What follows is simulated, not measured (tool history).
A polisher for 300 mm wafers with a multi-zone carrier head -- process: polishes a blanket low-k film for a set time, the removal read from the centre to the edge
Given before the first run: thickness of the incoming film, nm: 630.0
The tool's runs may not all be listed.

run  hour  flow of slurry (ml/min)  pressure of the head's centre zone  pressure of the head's middle zone  pressure of the head's edge zone  abrasive content of the slurry  polishing time (s)  film removed at the wafer's centre (angstrom)  film removed at mid-radius (angstrom)  film removed at the wafer's edge (angstrom)
  1   0.0                      185                                1.00                                1.00                              1.00                            1.00                  79                                         266.14                                 275.29                                       273.26
  2   2.8                      210                                1.02                                1.03                              1.02                            1.00                  79                                         279.08                                 286.42                                       280.43
  3   4.7                      230                                1.03                                1.06                              1.03                            1.00                  79                                         283.81                                 293.42                                       282.73
  4   6.9                      240                                1.05                                1.09                              1.04                            1.00                  79                                         289.89                                 305.20                                       285.00
     16.0  -- edge zone pressure recalibrated
  5  16.0                      240                                1.05                                1.09                              1.04                            0.85                  79                                         266.58                                 277.40                                       250.97
  6  22.3                      250                                1.07                                1.11                              1.08                            0.90                  79                                         280.08                                 293.11                                       264.59
  7  27.5                      255                                1.08                                1.11                              1.10                            0.95                  79                                         290.95                                 302.58                                       278.90

What does the tool deliver on the next run?
  8  31.5                      260                                1.09                                1.12                              1.12                            0.95                  79                                              ?                                      ?                                            ?

film removed at the wafer's centre (angstrom): 297.51
film removed at mid-radius (angstrom): 302.69
film removed at the wafer's edge (angstrom): 280.78
